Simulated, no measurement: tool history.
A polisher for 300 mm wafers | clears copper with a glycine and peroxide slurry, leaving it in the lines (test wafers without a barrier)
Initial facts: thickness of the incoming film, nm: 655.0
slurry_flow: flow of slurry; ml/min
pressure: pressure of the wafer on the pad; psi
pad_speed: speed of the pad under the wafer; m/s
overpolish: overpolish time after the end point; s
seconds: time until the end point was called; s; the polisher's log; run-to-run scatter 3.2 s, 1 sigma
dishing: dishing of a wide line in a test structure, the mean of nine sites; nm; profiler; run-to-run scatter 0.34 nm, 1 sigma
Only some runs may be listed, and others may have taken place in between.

Run 1, hour 0.0: slurry_flow 140 ml/min, pressure 2.5 psi, pad_speed 0.92 m/s, overpolish 30 s. Result: seconds 157.41 s, dishing 27.902 nm.
Run 2, hour 3.2: slurry_flow 140 ml/min, pressure 2.5 psi, pad_speed 0.92 m/s, overpolish 23 s. Result: seconds 156.57 s, dishing 26.417 nm.
Run 3, hour 9.1: slurry_flow 130 ml/min, pressure 2.2 psi, pad_speed 0.96 m/s, overpolish 20 s. Result: seconds 171.83 s, dishing 25.702 nm.
Run 4, hour 11.9: slurry_flow 120 ml/min, pressure 2.0 psi, pad_speed 1.02 m/s, overpolish 18 s. Result: seconds 180.79 s, dishing 23.886 nm.
Run 5, hour 19.3: slurry_flow 115 ml/min, pressure 1.9 psi, pad_speed 1.02 m/s, overpolish 16 s. Result: seconds 190.99 s, dishing 21.437 nm.
Run 6, hour 22.9: slurry_flow 115 ml/min, pressure 1.9 psi, pad_speed 1.02 m/s, overpolish 17 s. Result: seconds 183.58 s, dishing 23.591 nm.
Run 7, hour 29.5: slurry_flow 115 ml/min, pressure 1.9 psi, pad_speed 1.02 m/s, overpolish 17 s. Result: seconds 194.20 s, dishing 22.719 nm.
Run 8, hour 31.7: slurry_flow 90 ml/min, pressure 1.5 psi, pad_speed 1.08 m/s, overpolish 9 s. Result: seconds 217.14 s, dishing 14.491 nm.

Run 9 is up next; what results do you expect?
Run 9, hour 36.4: slurry_flow 100 ml/min, pressure 1.5 psi, pad_speed 1.06 m/s, overpolish 10 s. Result: seconds ?, dishing ?.

Run 9 yielded seconds 222.75 s, dishing 15.649 nm.
